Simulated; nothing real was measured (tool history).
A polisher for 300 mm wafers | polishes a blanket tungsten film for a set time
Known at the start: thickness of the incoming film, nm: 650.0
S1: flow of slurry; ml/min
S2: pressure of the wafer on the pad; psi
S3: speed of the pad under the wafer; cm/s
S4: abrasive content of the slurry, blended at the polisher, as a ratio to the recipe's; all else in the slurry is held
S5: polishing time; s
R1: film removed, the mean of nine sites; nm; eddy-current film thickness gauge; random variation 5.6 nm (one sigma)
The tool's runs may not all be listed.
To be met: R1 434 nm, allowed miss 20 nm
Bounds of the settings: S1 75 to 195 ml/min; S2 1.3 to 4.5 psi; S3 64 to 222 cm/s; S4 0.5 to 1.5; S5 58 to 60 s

run	hour	S1	S2	S3	S4	S5	R1
1	0	125	2.9	142	1	58	269.19
2	4.1	125	2.9	142	1	58	272.86
3	10.4	125	3.1	142	1	58	290.75
4	11.7	125	3.1	142	0.85	58	273.49
5	17.2	125	3.3	142	0.85	58	286.3
6	21.9	125	3.3	142	0.85	58	287.97
7	29.9	125	3.3	142	0.85	58	292.06
8	35	140	4.1	146	0.85	58	350.41
9	37.8	140	4.1	148	0.85	58	368.42
10	42.7	140	4.2	150	0.85	58	389.2
11	50.7	140	4.4	152	0.85	58	396.09
12	54.8	140	4.4	154	0.85	58	402.45
# hour 63.1: worn pad replaced by a new one
13	63.1	145	4.5	158	0.85	58	474.02
14	67.5	135	4.4	158	0.85	58	465.55
15	72.4	145	4.4	158	0.85	58	475.38

4 next moves are on the table. One of them brings every result within its allowed miss. Which?
A	77.3	145	4.4	166	0.85	59	?
B	77.3	140	4.5	164	0.85	60	?
C	77.3	145	4	150	0.9	60	?
D	77.3	155	4.4	180	0.8	58	?

move	R1
A	493.93
B	502.26
C	426.53
D	524.6
A: further off than the last run
B: further off than the last run
C: meets every target
D: further off than the last run
The right move is C.
